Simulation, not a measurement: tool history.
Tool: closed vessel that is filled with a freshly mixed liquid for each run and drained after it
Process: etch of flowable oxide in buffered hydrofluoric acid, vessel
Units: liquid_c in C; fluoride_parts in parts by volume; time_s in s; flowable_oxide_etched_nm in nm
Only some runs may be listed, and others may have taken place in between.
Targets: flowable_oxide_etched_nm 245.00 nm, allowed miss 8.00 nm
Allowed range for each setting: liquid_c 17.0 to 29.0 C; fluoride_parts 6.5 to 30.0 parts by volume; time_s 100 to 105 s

| run | hour | liquid_c | fluoride_parts | time_s | flowable_oxide_etched_nm |
|---|---|---|---|---|---|
| 1 | 0.0 | 21.0 | 19.5 | 100 | 110.47 |
| 2 | 1.4 | 22.0 | 18.5 | 100 | 126.07 |
| 3 | 8.4 | 22.0 | 18.5 | 100 | 124.89 |
| 4 | 9.7 | 22.0 | 18.5 | 100 | 126.32 |
| 5 | 17.2 | 23.0 | 18.0 | 100 | 138.32 |
| 6 | 21.9 | 23.0 | 18.0 | 100 | 136.24 |
| 7 | 29.2 | 23.0 | 18.0 | 100 | 136.86 |
| 8 | 37.4 | 23.5 | 17.5 | 100 | 142.99 |
|  | 39.0 | thermometer replaced |
| 9 | 39.0 | 27.5 | 11.0 | 100 | 302.19 |
| 10 | 41.4 | 27.0 | 11.0 | 100 | 302.00 |
| 11 | 43.9 | 26.5 | 11.0 | 100 | 290.81 |
| 12 | 49.1 | 26.0 | 11.0 | 100 | 279.71 |
| 13 | 58.0 | 25.0 | 11.0 | 100 | 268.50 |
| 14 | 65.7 | 24.0 | 11.0 | 100 | 252.61 |

5 candidate next runs follow, results not yet known. Just one meets every target within its allowed miss. Identify it.
| A | 73.4 | 22.5 | 11.0 | 105 | ? |
| B | 73.4 | 23.5 | 10.5 | 105 | ? |
| C | 73.4 | 18.5 | 8.0 | 105 | ? |
| D | 73.4 | 22.0 | 9.0 | 100 | ? |
| E | 73.4 | 25.0 | 11.0 | 100 | ? |

| move | flowable_oxide_etched_nm |
|---|---|
| A | 240.73 |
| B | 266.10 |
| C | 256.60 |
| D | 261.50 |
| E | 262.81 |
A: in spec on every target
B: moves away from the targets compared with the last run
C: moves away from the targets compared with the last run
D: moves away from the targets compared with the last run
E: moves away from the targets compared with the last run
The right move is A.
